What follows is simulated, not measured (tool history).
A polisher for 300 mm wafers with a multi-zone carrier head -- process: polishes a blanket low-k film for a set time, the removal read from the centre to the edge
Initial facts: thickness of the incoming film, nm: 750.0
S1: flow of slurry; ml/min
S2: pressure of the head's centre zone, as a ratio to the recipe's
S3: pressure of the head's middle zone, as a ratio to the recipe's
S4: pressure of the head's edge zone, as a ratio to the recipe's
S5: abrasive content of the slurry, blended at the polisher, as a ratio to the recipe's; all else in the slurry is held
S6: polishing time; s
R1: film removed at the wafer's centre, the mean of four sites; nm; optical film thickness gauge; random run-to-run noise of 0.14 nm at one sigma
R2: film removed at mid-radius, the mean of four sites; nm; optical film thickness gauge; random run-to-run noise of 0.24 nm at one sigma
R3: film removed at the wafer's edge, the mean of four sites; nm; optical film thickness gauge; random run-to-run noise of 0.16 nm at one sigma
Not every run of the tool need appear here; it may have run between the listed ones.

{"run": 1, "day": 0.0, "S1": 155, "S2": 1, "S3": 1, "S4": 1, "S5": 1, "S6": 49, "R1": 13.652, "R2": 13.924, "R3": 14.012}
{"run": 2, "day": 0.283, "S1": 155, "S2": 1.08, "S3": 1, "S4": 1, "S5": 1, "S6": 49, "R1": 14.577, "R2": 13.854, "R3": 14.168}
{"run": 3, "day": 0.346, "S1": 155, "S2": 1.08, "S3": 1, "S4": 0.96, "S5": 1, "S6": 49, "R1": 15.019, "R2": 13.828, "R3": 13.872}
{"run": 4, "day": 0.704, "S1": 155, "S2": 1.06, "S3": 1.01, "S4": 0.97, "S5": 1, "S6": 49, "R1": 14.772, "R2": 14.359, "R3": 13.888}
{"run": 5, "day": 0.933, "S1": 120, "S2": 1.06, "S3": 1.01, "S4": 0.97, "S5": 1, "S6": 49, "R1": 13.164, "R2": 12.847, "R3": 13.2}
{"run": 6, "day": 1.021, "S1": 120, "S2": 1.06, "S3": 1.01, "S4": 0.94, "S5": 1, "S6": 49, "R1": 13.143, "R2": 12.981, "R3": 12.693}
{"run": 7, "day": 1.342, "S1": 120, "S2": 1.05, "S3": 1.03, "S4": 0.95, "S5": 1, "S6": 49, "R1": 13.013, "R2": 13.167, "R3": 12.883}
{"run": 8, "day": 1.454, "S1": 120, "S2": 1.04, "S3": 1.04, "S4": 0.96, "S5": 1, "S6": 49, "R1": 13.022, "R2": 13.171, "R3": 12.868}
{"run": 9, "day": 1.583, "S1": 120, "S2": 1.02, "S3": 1.05, "S4": 0.97, "S5": 1, "S6": 49, "R1": 12.769, "R2": 13.192, "R3": 13.013}
{"run": 10, "day": 1.833, "S1": 120, "S2": 1, "S3": 1.06, "S4": 0.97, "S5": 1, "S6": 49, "R1": 12.022, "R2": 13.288, "R3": 13.177}
{"run": 11, "day": 2.096, "S1": 165, "S2": 0.98, "S3": 1.16, "S4": 1, "S5": 1.1, "S6": 49, "R1": 14.127, "R2": 16.737, "R3": 14.473}

Run 12 has not been measured yet. What should we expect?
{"run": 12, "day": 2.304, "S1": 160, "S2": 0.97, "S3": 1.16, "S4": 1.01, "S5": 1.1, "S6": 49, "R1": "?", "R2": "?", "R3": "?"}

R1: 13.963 nm
R2: 16.328 nm
R3: 14.558 nm
